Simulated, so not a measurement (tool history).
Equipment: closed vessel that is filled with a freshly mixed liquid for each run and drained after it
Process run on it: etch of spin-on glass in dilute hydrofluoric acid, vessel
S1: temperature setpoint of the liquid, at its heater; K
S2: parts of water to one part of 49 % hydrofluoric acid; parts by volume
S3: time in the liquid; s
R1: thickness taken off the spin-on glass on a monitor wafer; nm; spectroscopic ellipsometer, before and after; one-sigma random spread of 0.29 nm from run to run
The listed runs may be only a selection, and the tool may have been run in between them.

{"run": 1, "hour": 0.0, "S1": 296.15, "S2": 195, "S3": 280, "R1": 32.956}
{"run": 2, "hour": 2.2, "S1": 297.65, "S2": 175, "S3": 280, "R1": 39.574}
{"run": 3, "hour": 6.2, "S1": 301.15, "S2": 175, "S3": 280, "R1": 45.398}
{"run": 4, "hour": 9.9, "S1": 301.65, "S2": 160, "S3": 280, "R1": 50.949}
{"run": 5, "hour": 19.0, "S1": 301.65, "S2": 220, "S3": 280, "R1": 34.648}
{"run": 6, "hour": 25.1, "S1": 301.65, "S2": 255, "S3": 280, "R1": 28.406}
{"run": 7, "hour": 33.2, "S1": 302.15, "S2": 225, "S3": 280, "R1": 34.185}
{"run": 8, "hour": 41.7, "S1": 302.65, "S2": 200, "S3": 280, "R1": 40.429}
{"run": 9, "hour": 44.7, "S1": 303.15, "S2": 180, "S3": 280, "R1": 46.764}

Run 10 has not been measured yet. What should we expect?
{"run": 10, "hour": 53.0, "S1": 303.15, "S2": 165, "S3": 280, "R1": "?"}

R1: 52.023 nm
